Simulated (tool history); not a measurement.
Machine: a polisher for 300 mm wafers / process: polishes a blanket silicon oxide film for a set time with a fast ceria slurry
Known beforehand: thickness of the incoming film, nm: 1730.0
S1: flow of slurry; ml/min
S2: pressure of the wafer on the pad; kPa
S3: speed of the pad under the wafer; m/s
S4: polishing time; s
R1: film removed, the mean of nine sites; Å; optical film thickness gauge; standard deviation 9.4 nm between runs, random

Run 1, hour 0.0: S1 255 ml/min, S2 18.6 kPa, S3 1.00 m/s, S4 25 s. Result: R1 4644.4 Å.
Run 2, hour 1.1: S1 305 ml/min, S2 18.6 kPa, S3 1.00 m/s, S4 25 s. Result: R1 4768.1 Å.
Run 3, hour 7.4: S1 305 ml/min, S2 18.6 kPa, S3 0.78 m/s, S4 25 s. Result: R1 3647.3 Å.
Run 4, hour 12.8: S1 305 ml/min, S2 21.4 kPa, S3 0.84 m/s, S4 25 s. Result: R1 4631.6 Å.
Run 5, hour 18.0: S1 305 ml/min, S2 19.3 kPa, S3 0.84 m/s, S4 25 s. Result: R1 4126.6 Å.
Run 6, hour 25.7: S1 305 ml/min, S2 19.3 kPa, S3 1.06 m/s, S4 25 s. Result: R1 5150.7 Å.
Run 7, hour 32.7: S1 305 ml/min, S2 24.1 kPa, S3 1.10 m/s, S4 25 s. Result: R1 6676.2 Å.
Run 8, hour 35.9: S1 305 ml/min, S2 24.8 kPa, S3 1.10 m/s, S4 25 s. Result: R1 6828.4 Å.
Run 9, hour 36.6: S1 305 ml/min, S2 25.5 kPa, S3 1.10 m/s, S4 25 s. Result: R1 7185.0 Å.

The next listed run, before its measurement:
Run 10, hour 40.9: S1 305 ml/min, S2 26.2 kPa, S3 1.10 m/s, S4 25 s. Result: R1 ?.

{"run 10": {"R1": 7088.7}}
